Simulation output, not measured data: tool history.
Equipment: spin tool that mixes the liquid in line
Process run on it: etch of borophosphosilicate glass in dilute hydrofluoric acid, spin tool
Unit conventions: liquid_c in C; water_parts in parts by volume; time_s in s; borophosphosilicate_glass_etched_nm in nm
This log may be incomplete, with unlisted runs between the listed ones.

run,hour,liquid_c,water_parts,time_s,borophosphosilicate_glass_etched_nm
1,0,22,125,85,26.77
2,3.6,24.5,125,85,29.744
3,4.4,28,125,85,34.044
4,12.6,28,125,65,25.951
5,21.5,28,140,65,22.904
6,30.4,30,140,65,24.176

Run 7, settings as shown, results not yet in. Your forecast:
7,36.7,29,140,65,?

{"run 7": {"borophosphosilicate_glass_etched_nm": 23.38}}
